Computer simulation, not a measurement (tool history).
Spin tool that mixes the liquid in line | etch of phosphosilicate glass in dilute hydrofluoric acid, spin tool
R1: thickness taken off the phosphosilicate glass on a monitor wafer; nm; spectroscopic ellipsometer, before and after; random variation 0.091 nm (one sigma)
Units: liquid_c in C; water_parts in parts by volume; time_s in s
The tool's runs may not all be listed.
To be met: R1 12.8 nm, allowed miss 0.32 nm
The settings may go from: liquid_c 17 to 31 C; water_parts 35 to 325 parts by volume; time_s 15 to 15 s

{"run": 1, "day": 0.0, "liquid_c": 23, "water_parts": 180, "time_s": 15, "R1": 5.7262}
{"run": 2, "day": 0.275, "liquid_c": 23, "water_parts": 230, "time_s": 15, "R1": 4.2237}
{"run": 3, "day": 0.471, "liquid_c": 25, "water_parts": 195, "time_s": 15, "R1": 5.541}
{"run": 4, "day": 0.621, "liquid_c": 22, "water_parts": 195, "time_s": 15, "R1": 4.886}
{"run": 5, "day": 0.992, "liquid_c": 22, "water_parts": 195, "time_s": 15, "R1": 4.9818}
{"run": 6, "day": 1.171, "liquid_c": 20.5, "water_parts": 195, "time_s": 15, "R1": 4.6553}
{"run": 7, "day": 1.358, "liquid_c": 23.5, "water_parts": 170, "time_s": 15, "R1": 6.1176}
{"run": 8, "day": 1.508, "liquid_c": 25.5, "water_parts": 150, "time_s": 15, "R1": 7.7788}
{"run": 9, "day": 1.862, "liquid_c": 27, "water_parts": 140, "time_s": 15, "R1": 8.8181}
{"day": 2.138, "done": "hydrofluoric acid flow meter replaced"}
{"run": 10, "day": 2.138, "liquid_c": 28, "water_parts": 130, "time_s": 15, "R1": 9.3345}
{"run": 11, "day": 2.329, "liquid_c": 29, "water_parts": 120, "time_s": 15, "R1": 10.561}
{"run": 12, "day": 2.629, "liquid_c": 29.5, "water_parts": 115, "time_s": 15, "R1": 11.458}
{"run": 13, "day": 2.854, "liquid_c": 30, "water_parts": 115, "time_s": 15, "R1": 11.506}
{"run": 14, "day": 3.196, "liquid_c": 31, "water_parts": 100, "time_s": 15, "R1": 14.03}
{"run": 15, "day": 3.317, "liquid_c": 30.5, "water_parts": 100, "time_s": 15, "R1": 13.852}
{"run": 16, "day": 3.688, "liquid_c": 30, "water_parts": 100, "time_s": 15, "R1": 13.469}
{"run": 17, "day": 3.8, "liquid_c": 29.5, "water_parts": 100, "time_s": 15, "R1": 13.253}

Which of these 4 next moves meets every target?
{"run": "A", "day": 3.912, "liquid_c": 30, "water_parts": 105, "time_s": 15, "R1": "?"}
{"run": "B", "day": 3.912, "liquid_c": 25, "water_parts": 85, "time_s": 15, "R1": "?"}
{"run": "C", "day": 3.912, "liquid_c": 30.5, "water_parts": 100, "time_s": 15, "R1": "?"}
{"run": "D", "day": 3.912, "liquid_c": 31, "water_parts": 100, "time_s": 15, "R1": "?"}

move=A R1=12.77
move=B R1=13.366
move=C R1=13.758
move=D R1=14.017
A: meets every target
B: further off than the last run
C: further off than the last run
D: further off than the last run
Move A is the one to make.
